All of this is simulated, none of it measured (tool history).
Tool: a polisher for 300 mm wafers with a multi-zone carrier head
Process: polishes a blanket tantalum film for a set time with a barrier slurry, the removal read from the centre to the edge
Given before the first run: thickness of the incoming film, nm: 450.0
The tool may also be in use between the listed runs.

| run | hour | flow of slurry (ml/min) | pressure of the head's centre zone | pressure of the head's middle zone | pressure of the head's edge zone | abrasive content of the slurry | polishing time (s) | film removed at the wafer's centre (nm) | film removed at mid-radius (nm) | film removed at the wafer's edge (nm) |
|---|---|---|---|---|---|---|---|---|---|---|
| 1 | 0 | 245 | 1 | 1 | 1 | 1 | 49 | 66.982 | 68.051 | 70.906 |
| 2 | 1.1 | 280 | 1 | 1 | 1 | 1 | 49 | 69.161 | 68.414 | 71.835 |
| 3 | 8.9 | 280 | 1 | 1 | 1 | 1.1 | 49 | 71.464 | 71.71 | 72.97 |
| 4 | 17.3 | 270 | 1.03 | 0.99 | 1.05 | 1.2 | 51 | 78.193 | 76.495 | 79.584 |
| 5 | 19.8 | 270 | 1.05 | 0.99 | 1.08 | 1.3 | 53 | 83.522 | 81.211 | 85.916 |
| 6 | 25.4 | 270 | 1.05 | 0.99 | 1 | 1.3 | 53 | 83.854 | 80.881 | 85.681 |
| 7 | 29.8 | 265 | 1.08 | 1 | 1 | 1.35 | 54 | 88.693 | 83.4 | 86.283 |
| 8 | 36.4 | 275 | 1.09 | 1 | 1.02 | 1.4 | 55 | 92.642 | 87.732 | 90.152 |
| 9 | 38.7 | 280 | 1.1 | 0.99 | 1.04 | 1.45 | 56 | 95.831 | 89.368 | 91.704 |

Expected results for the next run?
| 10 | 39.9 | 265 | 1.11 | 0.99 | 1.04 | 1.45 | 57 | ? | ? | ? |

Run 10 gave film removed at the wafer's centre (nm) 97.943, film removed at mid-radius (nm) 89.744, film removed at the wafer's edge (nm) 93.924.
